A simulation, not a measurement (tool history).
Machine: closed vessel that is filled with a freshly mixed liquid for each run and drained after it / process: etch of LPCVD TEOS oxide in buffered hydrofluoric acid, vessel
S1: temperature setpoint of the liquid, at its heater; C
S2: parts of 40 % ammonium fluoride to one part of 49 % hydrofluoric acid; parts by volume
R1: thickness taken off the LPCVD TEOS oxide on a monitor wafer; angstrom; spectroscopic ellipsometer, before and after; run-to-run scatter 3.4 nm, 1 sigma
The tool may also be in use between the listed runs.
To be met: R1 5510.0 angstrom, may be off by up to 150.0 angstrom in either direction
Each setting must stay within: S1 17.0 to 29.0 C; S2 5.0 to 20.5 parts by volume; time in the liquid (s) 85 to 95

{"run": 1, "hour": 0.0, "S1": 21.0, "S2": 12.5, "time in the liquid (s)": 85, "R1": 2495.6}
{"run": 2, "hour": 3.3, "S1": 21.0, "S2": 12.5, "time in the liquid (s)": 85, "R1": 2498.3}
{"run": 3, "hour": 11.7, "S1": 21.0, "S2": 12.5, "time in the liquid (s)": 95, "R1": 2794.5}
{"run": 4, "hour": 15.9, "S1": 21.0, "S2": 14.0, "time in the liquid (s)": 95, "R1": 2454.7}
{"run": 5, "hour": 21.4, "S1": 22.5, "S2": 14.0, "time in the liquid (s)": 95, "R1": 2718.4}
{"run": 6, "hour": 24.5, "S1": 22.5, "S2": 10.5, "time in the liquid (s)": 95, "R1": 3542.9}
{"run": 7, "hour": 29.1, "S1": 23.5, "S2": 10.0, "time in the liquid (s)": 95, "R1": 3970.8}
{"run": 8, "hour": 37.8, "S1": 24.5, "S2": 10.0, "time in the liquid (s)": 95, "R1": 4189.3}
{"run": 9, "hour": 40.5, "S1": 25.5, "S2": 10.0, "time in the liquid (s)": 95, "R1": 4388.0}
{"run": 10, "hour": 45.0, "S1": 29.0, "S2": 9.0, "time in the liquid (s)": 95, "R1": 5759.8}

Which single option among these 4 for the next run brings every result within its allowed miss of target? Just one does.
{"run": "A", "hour": 49.5, "S1": 28.0, "S2": 8.0, "time in the liquid (s)": 85, "R1": "?"}
{"run": "B", "hour": 49.5, "S1": 29.0, "S2": 8.5, "time in the liquid (s)": 95, "R1": "?"}
{"run": "C", "hour": 49.5, "S1": 25.5, "S2": 7.5, "time in the liquid (s)": 85, "R1": "?"}
{"run": "D", "hour": 49.5, "S1": 28.5, "S2": 9.5, "time in the liquid (s)": 90, "R1": "?"}

move=A R1=5505.4
move=B R1=6080.1
move=C R1=5153.6
move=D R1=5094.5
A: every result lands within tolerance
B: misses by more than the last run did
C: moves the result that the last run missed by most past its target, out the other side
D: moves the result that the last run missed by most past its target, out the other side
The move that meets every target is A.
